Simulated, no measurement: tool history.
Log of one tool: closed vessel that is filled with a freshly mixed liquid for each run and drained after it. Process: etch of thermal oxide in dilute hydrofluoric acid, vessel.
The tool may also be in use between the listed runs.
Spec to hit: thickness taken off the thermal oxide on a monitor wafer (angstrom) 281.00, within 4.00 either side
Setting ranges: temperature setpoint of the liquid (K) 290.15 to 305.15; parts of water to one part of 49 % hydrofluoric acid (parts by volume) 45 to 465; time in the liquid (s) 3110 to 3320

run  hour  temperature setpoint of the liquid (K)  parts of water to one part of 49 % hydrofluoric acid (parts by volume)  time in the liquid (s)  thickness taken off the thermal oxide on a monitor wafer (angstrom)
  1   0.0                                  297.15                                                                     255                    3110                                                               470.20
  2   8.4                                  295.65                                                                     265                    3110                                                               424.70
  3   8.9                                  294.65                                                                     275                    3110                                                               389.54
  4  13.9                                  294.65                                                                     275                    3320                                                               417.58
  5  21.5                                  294.65                                                                     275                    3320                                                               419.41
  6  25.9                                  292.65                                                                     275                    3320                                                               388.09
  7  30.6                                  292.15                                                                     285                    3320                                                               361.05
  8  31.1                                  291.65                                                                     290                    3320                                                               349.22
  9  34.5                                  291.15                                                                     295                    3320                                                               335.29
 10  41.7                                  291.15                                                                     300                    3320                                                               329.97
 11  44.8                                  291.15                                                                     305                    3320                                                               321.90
 12  46.3                                  291.15                                                                     305                    3320                                                               321.41
 13  49.5                                  291.15                                                                     310                    3320                                                               313.76
 14  56.5                                  291.15                                                                     315                    3320                                                               309.02
 15  57.3                                  291.15                                                                     320                    3320                                                               302.15
 16  63.5                                  290.65                                                                     325                    3320                                                               289.91
 17  66.1                                  290.15                                                                     325                    3320                                                               284.87

Which of these 5 next moves meets every target?
  A  68.7                                  290.15                                                                     305                    3135                                                                    ?
  B  68.7                                  291.15                                                                     310                    3110                                                                    ?
  C  68.7                                  290.15                                                                     320                    3275                                                                    ?
  D  68.7                                  291.65                                                                     320                    3175                                                                    ?
  E  68.7                                  291.65                                                                     345                    3320                                                                    ?

move  thickness taken off the thermal oxide on a monitor wafer (angstrom)
   A                                                               291.53
   B                                                               294.18
   C                                                               286.70
   D                                                               293.88
   E                                                               279.09
A: moves away from the targets compared with the last run
B: moves away from the targets compared with the last run
C: moves away from the targets compared with the last run
D: moves away from the targets compared with the last run
E: each result inside its tolerance
Correct choice: E, which meets every target
